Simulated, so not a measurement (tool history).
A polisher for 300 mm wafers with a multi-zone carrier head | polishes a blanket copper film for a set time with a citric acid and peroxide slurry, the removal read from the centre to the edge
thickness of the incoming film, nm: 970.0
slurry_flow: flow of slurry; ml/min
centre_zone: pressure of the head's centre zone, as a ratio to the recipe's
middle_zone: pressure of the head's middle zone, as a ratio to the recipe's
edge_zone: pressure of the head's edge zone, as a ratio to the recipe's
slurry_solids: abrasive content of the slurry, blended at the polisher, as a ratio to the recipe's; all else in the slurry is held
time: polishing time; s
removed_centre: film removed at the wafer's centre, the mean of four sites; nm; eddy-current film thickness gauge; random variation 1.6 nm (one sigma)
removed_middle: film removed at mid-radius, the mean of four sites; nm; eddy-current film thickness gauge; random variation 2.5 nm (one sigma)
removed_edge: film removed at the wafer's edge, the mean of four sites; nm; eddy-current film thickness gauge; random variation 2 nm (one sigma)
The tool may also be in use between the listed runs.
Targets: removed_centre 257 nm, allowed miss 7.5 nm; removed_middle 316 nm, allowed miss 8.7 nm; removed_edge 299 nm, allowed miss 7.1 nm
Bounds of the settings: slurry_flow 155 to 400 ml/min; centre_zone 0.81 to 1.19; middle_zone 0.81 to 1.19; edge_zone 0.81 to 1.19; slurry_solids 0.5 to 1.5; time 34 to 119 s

run  hour  slurry_flow  centre_zone  middle_zone  edge_zone  slurry_solids  time  removed_centre  removed_middle  removed_edge
  1     0          255            1            1          1              1    76          261.69          262.97        258.23
  2   1.2          255         0.92            1          1              1    76          240.18          265.63        256.88
  3   9.8          270         0.92         1.03       1.04           1.05    76          248.48          277.45        268.45
  4  17.6          270         0.84         1.03       1.04           1.05    76          225.56          270.52         268.8
  5  20.7          270         0.84         1.03       1.11           1.05    76          223.02          277.82        278.02
  6  27.3          270         0.84         1.03       1.08           1.05    76          224.48          270.97        273.93
  7  29.7          285         0.86         1.05        1.1           1.05    76          232.49          278.54        277.27
  8  30.5          290         0.87         1.08       1.12            1.1    76          239.37          294.39        281.06
  9  37.3          300         0.87         1.09       1.14            1.1    76           238.9          295.95        283.78
 10  40.7          305         0.88          1.1       1.15           1.15    76          243.68          302.33        297.66
 11  47.7          310         0.89         1.11       1.15           1.15    76          249.37          306.21        294.06
 12  49.2          315         0.89         1.12       1.15           1.15    76          248.46          313.21         293.1

Which of these 5 next moves meets every target?
  A  50.7          300         0.86         1.14       1.17           1.15    77               ?               ?             ?
  B  50.7          240         0.87         1.17       1.12           1.15    77               ?               ?             ?
  C  50.7          335         0.82         1.12       1.18           1.05    80               ?               ?             ?
  D  50.7          400          0.9         1.13       1.17            1.2    75               ?               ?             ?
  E  50.7          315         0.83         1.12       1.19            1.2    78               ?               ?             ?

move  removed_centre  removed_middle  removed_edge
   A          242.87          314.07        297.43
   B           238.7          312.84        284.96
   C          236.85          316.28        304.71
   D          257.86          315.26        299.15
   E          241.61          318.87        309.02
A: further off than the last run
B: further off than the last run
C: further off than the last run
D: meets every target
E: further off than the last run
The right move is D.

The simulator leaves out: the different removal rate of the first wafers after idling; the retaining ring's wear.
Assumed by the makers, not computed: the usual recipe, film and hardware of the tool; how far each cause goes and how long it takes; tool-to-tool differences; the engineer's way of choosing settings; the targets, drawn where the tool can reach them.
